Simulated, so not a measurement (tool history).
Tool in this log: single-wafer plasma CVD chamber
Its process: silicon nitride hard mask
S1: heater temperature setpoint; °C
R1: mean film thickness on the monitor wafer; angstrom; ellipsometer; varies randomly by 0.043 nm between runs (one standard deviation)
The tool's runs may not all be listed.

{"run": 1, "day": 0.0, "S1": 415, "chamber pressure (Torr)": 1.79, "RF power (W)": 305, "deposition time (s)": 14.2, "R1": 148.84}
{"run": 2, "day": 0.192, "S1": 415, "chamber pressure (Torr)": 2.01, "RF power (W)": 315, "deposition time (s)": 14.2, "R1": 155.43}
{"run": 3, "day": 0.367, "S1": 415, "chamber pressure (Torr)": 2.16, "RF power (W)": 330, "deposition time (s)": 14.2, "R1": 162.55}
{"run": 4, "day": 0.688, "S1": 415, "chamber pressure (Torr)": 2.03, "RF power (W)": 330, "deposition time (s)": 14.2, "R1": 160.68}
{"run": 5, "day": 1.021, "S1": 415, "chamber pressure (Torr)": 2.03, "RF power (W)": 360, "deposition time (s)": 14.2, "R1": 169.94}
{"run": 6, "day": 1.304, "S1": 415, "chamber pressure (Torr)": 2.13, "RF power (W)": 360, "deposition time (s)": 14.2, "R1": 172.25}
{"run": 7, "day": 1.567, "S1": 415, "chamber pressure (Torr)": 2.2, "RF power (W)": 360, "deposition time (s)": 14.2, "R1": 173.11}
{"run": 8, "day": 1.633, "S1": 415, "chamber pressure (Torr)": 2.27, "RF power (W)": 360, "deposition time (s)": 14.2, "R1": 173.64}

The next listed run, before its measurement:
{"run": 9, "day": 1.675, "S1": 415, "chamber pressure (Torr)": 2.33, "RF power (W)": 360, "deposition time (s)": 14.2, "R1": "?"}

{"run 9": {"R1": 174.39}}
